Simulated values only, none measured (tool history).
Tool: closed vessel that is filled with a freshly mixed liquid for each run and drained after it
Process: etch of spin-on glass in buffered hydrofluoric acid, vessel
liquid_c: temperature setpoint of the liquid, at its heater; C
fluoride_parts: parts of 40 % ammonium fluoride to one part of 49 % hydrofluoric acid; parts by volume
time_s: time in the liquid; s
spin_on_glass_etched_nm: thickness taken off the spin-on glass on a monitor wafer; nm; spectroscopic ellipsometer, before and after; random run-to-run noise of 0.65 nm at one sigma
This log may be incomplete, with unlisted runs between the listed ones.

| run | hour | liquid_c | fluoride_parts | time_s | spin_on_glass_etched_nm |
|---|---|---|---|---|---|
| 1 | 0 | 21 | 23 | 95 | 98.387 |
| 2 | 1.4 | 19.5 | 23 | 95 | 90.676 |
| 3 | 6 | 19 | 24 | 95 | 86.056 |
| 4 | 8.7 | 19 | 24 | 100 | 88.953 |
| 5 | 12.1 | 19 | 20 | 100 | 102.1 |
| 6 | 13 | 17.5 | 20 | 100 | 92.815 |
| 7 | 20.6 | 17.5 | 22 | 100 | 86.843 |
| 8 | 21.9 | 17.5 | 23 | 100 | 84.421 |
| 9 | 30 | 17.5 | 24 | 100 | 81.379 |

Run 10 is up next; what results do you expect?
| 10 | 35.6 | 17.5 | 24.5 | 100 | ? |

spin_on_glass_etched_nm: 81.444 nm
